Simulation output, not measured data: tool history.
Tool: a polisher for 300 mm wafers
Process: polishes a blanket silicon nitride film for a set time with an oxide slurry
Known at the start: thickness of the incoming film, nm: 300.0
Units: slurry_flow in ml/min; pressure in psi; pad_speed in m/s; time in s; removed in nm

run    day  slurry_flow  pressure  pad_speed  slurry_solids  time  removed
  1  0.000          125       3.0       1.32            1.0    37   19.932
  2  0.100          150       3.0       1.32            1.0    37   20.355
  3  0.375          145       2.8       1.32            1.0    37   19.003
  4  0.571          145       2.8       1.32            1.0    37   19.167
  5  0.892          130       2.8       1.32            1.0    37   18.441
  6  1.108          155       2.8       1.32            1.0    37   19.164

Run 7 comes next. What will it give?
  7  1.454          155       2.8       1.32            1.0    37        ?

removed: 19.119 nm
